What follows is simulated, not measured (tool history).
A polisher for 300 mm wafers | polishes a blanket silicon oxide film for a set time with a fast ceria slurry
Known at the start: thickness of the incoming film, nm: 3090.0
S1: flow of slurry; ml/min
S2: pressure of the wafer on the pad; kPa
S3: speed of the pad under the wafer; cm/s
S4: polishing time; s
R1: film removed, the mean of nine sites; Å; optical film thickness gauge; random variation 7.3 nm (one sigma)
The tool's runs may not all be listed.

run	day	S1	S2	S3	S4	R1
1	0	140	17.9	100	27	3436.6
2	0.229	140	19.3	100	27	3768.9
3	0.554	140	19.3	100	24	3398.4
4	0.829	140	20.7	100	24	3522.3
5	0.912	140	20.7	108	24	3930.7
6	1.062	140	21.4	108	24	3943.1

Forecast run 7:
7	1.196	140	21.4	108	24	?

R1: 3968.9 Å
